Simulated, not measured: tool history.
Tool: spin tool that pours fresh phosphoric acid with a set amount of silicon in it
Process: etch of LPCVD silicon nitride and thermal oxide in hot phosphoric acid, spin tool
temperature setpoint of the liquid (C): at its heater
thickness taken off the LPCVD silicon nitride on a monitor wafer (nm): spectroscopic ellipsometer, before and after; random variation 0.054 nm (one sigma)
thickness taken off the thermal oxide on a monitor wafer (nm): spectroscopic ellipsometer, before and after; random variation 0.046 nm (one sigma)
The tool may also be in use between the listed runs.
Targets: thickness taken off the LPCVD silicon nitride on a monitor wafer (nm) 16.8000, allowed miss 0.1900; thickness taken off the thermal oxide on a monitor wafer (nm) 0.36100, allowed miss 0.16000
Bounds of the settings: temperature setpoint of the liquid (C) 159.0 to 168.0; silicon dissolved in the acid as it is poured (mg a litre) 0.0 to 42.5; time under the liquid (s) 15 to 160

run,hour,temperature setpoint of the liquid (C),silicon dissolved in the acid as it is poured (mg a litre),time under the liquid (s),thickness taken off the LPCVD silicon nitride on a monitor wafer (nm),thickness taken off the thermal oxide on a monitor wafer (nm)
1,0.0,164.0,18.5,80,8.4459,0.20410
2,3.1,164.0,9.5,80,8.4240,0.17495
3,10.6,164.5,9.0,85,9.1102,0.28342
4,13.6,164.5,5.0,85,9.0771,0.22050
5,14.9,164.5,10.5,85,9.0744,0.26393
6,20.9,164.5,9.5,90,9.6512,0.29043
7,23.6,164.5,8.5,95,10.1850,0.37551
8,32.7,164.5,7.5,100,10.6900,0.34448
9,40.4,164.5,7.0,105,11.2640,0.30012
10,43.8,164.5,7.0,110,11.7950,0.38021
11,45.3,164.5,6.5,115,12.3110,0.33212
12,49.3,164.5,7.0,120,12.8160,0.39765
13,52.9,167.0,19.0,140,16.2730,0.45438
14,59.5,167.0,20.0,140,16.2150,0.28698
15,62.0,167.0,19.5,140,16.2380,0.43923

4 next moves are on the table. One of them brings every result within its allowed miss. Which?
A,64.5,168.0,5.0,135,?,?
B,64.5,166.0,23.5,150,?,?
C,64.5,165.0,23.0,160,?,?
D,64.5,164.5,40.5,160,?,?

move,thickness taken off the LPCVD silicon nitride on a monitor wafer (nm),thickness taken off the thermal oxide on a monitor wafer (nm)
A,16.2180,0.57582
B,16.8850,0.34918
C,17.4310,0.35200
D,17.1470,0.15382
A: as far off as the last run
B: meets every target
C: takes the result that was furthest off past its target
D: takes the result that was furthest off past its target
The right move is B.
